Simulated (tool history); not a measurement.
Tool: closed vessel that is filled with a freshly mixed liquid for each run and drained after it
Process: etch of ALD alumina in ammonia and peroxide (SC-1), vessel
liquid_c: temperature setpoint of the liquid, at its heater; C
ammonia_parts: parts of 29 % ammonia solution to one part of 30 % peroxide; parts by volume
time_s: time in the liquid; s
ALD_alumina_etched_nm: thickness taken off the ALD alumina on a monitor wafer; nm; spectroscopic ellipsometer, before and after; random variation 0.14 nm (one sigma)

run,day,liquid_c,ammonia_parts,time_s,ALD_alumina_etched_nm
1,0,60,0.45,95,8.7239
2,0.325,60,0.45,105,9.737
3,0.617,62,0.45,105,10.54
4,0.762,65,0.45,105,12.486
5,1.029,65,0.35,105,12.367
6,1.312,65,0.5,105,12.586
7,1.442,65.5,0.5,105,13.068
8,1.708,66,0.5,105,13.256

Forecast run 9:
9,1.825,66.5,0.5,105,?

Run 9 gave ALD_alumina_etched_nm 13.665 nm.

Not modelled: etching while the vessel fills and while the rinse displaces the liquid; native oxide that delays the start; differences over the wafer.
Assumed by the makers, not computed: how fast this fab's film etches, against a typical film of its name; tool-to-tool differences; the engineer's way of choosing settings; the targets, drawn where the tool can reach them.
